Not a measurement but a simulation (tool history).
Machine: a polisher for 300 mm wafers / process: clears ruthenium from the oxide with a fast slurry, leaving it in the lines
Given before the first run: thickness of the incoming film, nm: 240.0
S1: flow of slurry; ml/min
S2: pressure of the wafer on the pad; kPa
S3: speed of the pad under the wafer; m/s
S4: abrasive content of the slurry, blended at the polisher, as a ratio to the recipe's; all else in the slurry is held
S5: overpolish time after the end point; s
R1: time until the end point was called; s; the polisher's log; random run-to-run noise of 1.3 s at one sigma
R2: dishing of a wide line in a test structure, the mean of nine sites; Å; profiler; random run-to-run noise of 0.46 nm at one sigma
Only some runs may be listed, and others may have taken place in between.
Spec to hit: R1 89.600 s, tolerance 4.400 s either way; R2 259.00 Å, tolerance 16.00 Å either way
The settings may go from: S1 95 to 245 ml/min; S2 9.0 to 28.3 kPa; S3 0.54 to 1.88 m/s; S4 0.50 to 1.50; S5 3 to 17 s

| run | day | S1 | S2 | S3 | S4 | S5 | R1 | R2 |
|---|---|---|---|---|---|---|---|---|
| 1 | 0.000 | 155 | 18.6 | 1.20 | 1.00 | 9 | 60.194 | 257.00 |
| 2 | 0.058 | 180 | 18.6 | 1.20 | 1.00 | 9 | 57.590 | 269.49 |
| 3 | 0.429 | 175 | 17.2 | 1.20 | 1.00 | 10 | 61.645 | 265.93 |
| 4 | 0.762 | 175 | 15.2 | 1.20 | 1.00 | 10 | 67.710 | 249.23 |
|  | 0.892 | slurry blender recalibrated |
| 5 | 0.892 | 170 | 14.5 | 1.20 | 1.00 | 11 | 54.857 | 311.53 |
| 6 | 1.088 | 170 | 14.5 | 1.20 | 0.90 | 11 | 59.079 | 276.03 |
| 7 | 1.362 | 170 | 13.8 | 1.14 | 0.95 | 11 | 61.170 | 280.97 |
| 8 | 1.692 | 175 | 13.1 | 1.04 | 1.00 | 11 | 66.786 | 265.58 |
| 9 | 1.954 | 180 | 12.4 | 0.96 | 1.05 | 11 | 75.838 | 250.95 |
| 10 | 2.012 | 185 | 11.7 | 0.94 | 1.10 | 11 | 78.344 | 249.55 |
| 11 | 2.338 | 190 | 11.0 | 0.92 | 1.15 | 11 | 79.869 | 241.72 |
| 12 | 2.471 | 190 | 11.0 | 0.88 | 1.15 | 11 | 81.474 | 233.65 |
| 13 | 2.829 | 190 | 11.0 | 0.84 | 1.15 | 11 | 88.628 | 229.39 |

Which one of the following 4 next-run settings gets every result inside its allowed miss? There is exactly one.
| A | 3.188 | 185 | 9.0 | 0.98 | 1.15 | 9 | ? | ? |
| B | 3.188 | 185 | 11.0 | 0.78 | 1.25 | 12 | ? | ? |
| C | 3.188 | 180 | 9.7 | 0.88 | 1.20 | 14 | ? | ? |
| D | 3.188 | 180 | 11.0 | 1.02 | 1.05 | 16 | ? | ? |

| move | R1 | R2 |
|---|---|---|
| A | 88.546 | 191.93 |
| B | 90.059 | 233.02 |
| C | 91.138 | 256.00 |
| D | 77.255 | 305.55 |
A: lands further from the targets than the last run did
B: an improvement on the last run, though not all results are within tolerance
C: all results land within tolerance of their targets
D: moves the result that the last run missed by most past its target, out the other side
The right move is C.

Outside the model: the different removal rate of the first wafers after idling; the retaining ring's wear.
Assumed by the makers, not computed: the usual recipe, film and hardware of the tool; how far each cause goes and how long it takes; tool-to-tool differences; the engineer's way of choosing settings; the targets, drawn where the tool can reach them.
